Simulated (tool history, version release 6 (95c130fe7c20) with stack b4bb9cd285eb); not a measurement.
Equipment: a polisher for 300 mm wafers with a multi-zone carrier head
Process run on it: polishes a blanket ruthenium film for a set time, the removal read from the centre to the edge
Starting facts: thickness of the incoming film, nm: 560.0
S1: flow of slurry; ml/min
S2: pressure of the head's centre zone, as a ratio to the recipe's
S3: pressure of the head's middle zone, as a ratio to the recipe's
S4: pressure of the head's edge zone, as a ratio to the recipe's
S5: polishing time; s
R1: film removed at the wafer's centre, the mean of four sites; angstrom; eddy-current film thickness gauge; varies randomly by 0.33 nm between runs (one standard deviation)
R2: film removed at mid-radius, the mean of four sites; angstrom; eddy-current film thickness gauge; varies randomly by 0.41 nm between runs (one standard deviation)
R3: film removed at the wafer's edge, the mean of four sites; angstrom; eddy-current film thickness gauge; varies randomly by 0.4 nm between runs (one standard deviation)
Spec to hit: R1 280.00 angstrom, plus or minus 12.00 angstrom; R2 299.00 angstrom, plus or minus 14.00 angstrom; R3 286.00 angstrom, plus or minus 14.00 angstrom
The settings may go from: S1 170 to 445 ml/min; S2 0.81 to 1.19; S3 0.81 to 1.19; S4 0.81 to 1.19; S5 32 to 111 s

run	hour	S1	S2	S3	S4	S5	R1	R2	R3
1	0.0	285	1.00	1.00	1.00	71	515.36	499.01	513.81
2	1.4	285	0.96	1.00	1.00	71	504.95	492.10	517.41
3	8.9	285	0.96	1.00	1.06	71	507.37	491.34	528.63
4	10.5	285	0.96	1.00	1.06	77	546.74	544.37	570.47
5	13.2	285	0.96	1.00	1.09	77	547.28	544.47	587.14
6	14.6	285	0.96	1.00	1.09	86	611.66	620.88	653.46
7	18.7	285	0.96	1.00	1.09	86	612.80	607.64	643.18
8	27.8	270	0.95	1.01	1.05	78	540.97	563.31	587.40
9	33.4	285	0.93	1.01	1.01	71	489.58	509.57	513.76
10	41.5	270	0.83	0.97	0.91	51	320.07	353.74	352.43
11	43.1	270	0.83	0.97	0.90	49	312.54	341.08	341.01
12	44.9	270	0.83	0.97	0.89	48	301.62	330.88	331.51
13	52.2	270	0.83	0.97	0.89	48	301.02	332.77	326.40

Of the 4 settings listed for the next run, only one would bring every result within its allowed miss of target. Which one?
A	59.5	340	0.90	1.03	0.89	41	?	?	?
B	59.5	245	0.81	1.01	0.86	43	?	?	?
C	59.5	280	0.92	0.89	0.92	41	?	?	?
D	59.5	270	0.85	0.95	0.87	39	?	?	?

move	R1	R2	R3
A	279.93	304.05	288.36
B	259.06	304.51	290.17
C	279.04	272.86	289.00
D	247.50	268.96	267.00
A: meets every target
B: puts the biggest miss on target and leaves a different result outside tolerance
C: puts the biggest miss on target and leaves a different result outside tolerance
D: takes the biggest miss from the last run beyond its target
A meets every target.
